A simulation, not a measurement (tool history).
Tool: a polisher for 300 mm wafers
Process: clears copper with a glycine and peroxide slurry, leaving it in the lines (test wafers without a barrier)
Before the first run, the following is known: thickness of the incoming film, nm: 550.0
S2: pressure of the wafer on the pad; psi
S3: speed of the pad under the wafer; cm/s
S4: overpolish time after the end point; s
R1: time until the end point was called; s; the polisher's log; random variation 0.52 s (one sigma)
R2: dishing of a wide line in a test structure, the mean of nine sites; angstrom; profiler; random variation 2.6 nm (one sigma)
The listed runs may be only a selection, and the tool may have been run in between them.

{"run": 1, "day": 0.0, "flow of slurry (ml/min)": 160, "S2": 2.7, "S3": 76, "S4": 22, "R1": 108.74, "R2": 633.59}
{"run": 2, "day": 0.092, "flow of slurry (ml/min)": 160, "S2": 2.7, "S3": 84, "S4": 22, "R1": 101.35, "R2": 656.8}
{"run": 3, "day": 0.342, "flow of slurry (ml/min)": 160, "S2": 2.7, "S3": 84, "S4": 14, "R1": 101.07, "R2": 457.06}
{"run": 4, "day": 0.479, "flow of slurry (ml/min)": 160, "S2": 2.7, "S3": 84, "S4": 21, "R1": 101.59, "R2": 638.62}
{"run": 5, "day": 0.558, "flow of slurry (ml/min)": 165, "S2": 2.9, "S3": 84, "S4": 22, "R1": 95.366, "R2": 684.12}
{"run": 6, "day": 0.842, "flow of slurry (ml/min)": 190, "S2": 2.9, "S3": 84, "S4": 22, "R1": 93.209, "R2": 717.48}
{"run": 7, "day": 0.908, "flow of slurry (ml/min)": 215, "S2": 3.6, "S3": 86, "S4": 27, "R1": 75.914, "R2": 952.45}
{"run": 8, "day": 1.096, "flow of slurry (ml/min)": 215, "S2": 3.7, "S3": 86, "S4": 27, "R1": 74.28, "R2": 946.32}

Predict the results of run 9:
{"run": 9, "day": 1.254, "flow of slurry (ml/min)": 220, "S2": 3.9, "S3": 88, "S4": 29, "R1": "?", "R2": "?"}

Logged for run 9: R1 68.478 s, R2 1058.2 angstrom.

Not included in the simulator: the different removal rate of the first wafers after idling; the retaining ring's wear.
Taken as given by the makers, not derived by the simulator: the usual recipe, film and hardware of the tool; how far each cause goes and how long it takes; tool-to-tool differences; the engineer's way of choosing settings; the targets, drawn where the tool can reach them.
